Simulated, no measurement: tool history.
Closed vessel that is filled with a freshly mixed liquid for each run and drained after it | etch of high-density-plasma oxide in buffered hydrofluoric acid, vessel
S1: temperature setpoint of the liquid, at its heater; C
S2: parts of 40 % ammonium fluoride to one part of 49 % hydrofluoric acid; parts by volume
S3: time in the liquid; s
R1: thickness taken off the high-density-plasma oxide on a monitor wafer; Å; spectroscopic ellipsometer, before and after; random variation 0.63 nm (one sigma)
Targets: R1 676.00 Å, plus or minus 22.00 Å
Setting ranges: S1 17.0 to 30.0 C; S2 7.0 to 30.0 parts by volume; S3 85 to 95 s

run    day    S1    S2  S3      R1
  1  0.000  22.0  20.0  85  848.54
  2  0.283  22.0  25.5  85  730.42
  3  0.633  22.0  25.5  95  796.09
  4  0.929  22.0  20.0  95  941.86
  5  0.996  22.0  24.0  95  833.37
  6  1.279  22.0  24.0  95  842.31
  7  1.421  21.5  24.0  95  814.10
  8  1.504  21.0  24.0  95  780.78
  9  1.750  20.5  24.0  95  765.48
 10  1.921  20.0  24.0  95  740.54
 11  2.225  19.0  24.0  95  699.08

Next run, 4 choices. One meets every target within its allowed miss, the rest don't. Which?
  A  2.529  18.5  22.5  85   ?
  B  2.529  20.0  24.5  95   ?
  C  2.529  17.0  18.5  90   ?
  D  2.529  19.5  23.0  85   ?

move      R1
   A  629.20
   B  721.67
   C  716.63
   D  655.79
A: the result that was furthest off in the last run now lies on the other side of its target
B: misses by more than the last run did
C: misses by more than the last run did
D: hits every target within its allowed miss
D is the move that brings every result within its allowed miss.
